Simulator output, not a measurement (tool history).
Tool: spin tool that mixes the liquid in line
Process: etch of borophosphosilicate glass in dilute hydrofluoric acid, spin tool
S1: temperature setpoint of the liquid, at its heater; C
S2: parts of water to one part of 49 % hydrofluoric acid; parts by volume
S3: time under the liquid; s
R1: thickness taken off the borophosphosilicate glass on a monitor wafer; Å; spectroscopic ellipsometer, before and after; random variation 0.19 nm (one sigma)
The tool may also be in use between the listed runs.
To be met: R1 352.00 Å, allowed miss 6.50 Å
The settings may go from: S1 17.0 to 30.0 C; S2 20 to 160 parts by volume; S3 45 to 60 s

| run | day | S1 | S2 | S3 | R1 |
|---|---|---|---|---|---|
| 1 | 0.000 | 22.0 | 90 | 60 | 305.66 |
| 2 | 0.150 | 22.5 | 90 | 60 | 309.77 |
| 3 | 0.367 | 23.0 | 90 | 60 | 317.80 |
| 4 | 0.392 | 23.0 | 80 | 60 | 361.86 |
| 5 | 0.417 | 23.0 | 105 | 60 | 269.56 |
| 6 | 0.588 | 23.0 | 105 | 45 | 199.98 |
| 7 | 0.779 | 24.0 | 100 | 45 | 219.49 |
| 8 | 0.912 | 24.0 | 100 | 45 | 220.07 |
| 9 | 0.942 | 24.0 | 95 | 45 | 233.92 |
| 10 | 1.112 | 23.5 | 90 | 45 | 243.97 |
| 11 | 1.396 | 23.5 | 85 | 45 | 258.42 |
| 12 | 1.488 | 23.5 | 80 | 45 | 277.91 |
| 13 | 1.692 | 23.5 | 75 | 45 | 297.70 |

Which of these 4 next moves meets every target?
| A | 1.896 | 22.5 | 80 | 45 | ? |
| B | 1.896 | 28.0 | 75 | 45 | ? |
| C | 1.896 | 22.0 | 95 | 50 | ? |
| D | 1.896 | 21.5 | 80 | 60 | ? |

| move | R1 |
|---|---|
| A | 262.07 |
| B | 350.36 |
| C | 236.00 |
| D | 335.43 |
A: further off than the last run
B: meets every target
C: further off than the last run
D: nearer than the last run, and not there yet
The right move is B.

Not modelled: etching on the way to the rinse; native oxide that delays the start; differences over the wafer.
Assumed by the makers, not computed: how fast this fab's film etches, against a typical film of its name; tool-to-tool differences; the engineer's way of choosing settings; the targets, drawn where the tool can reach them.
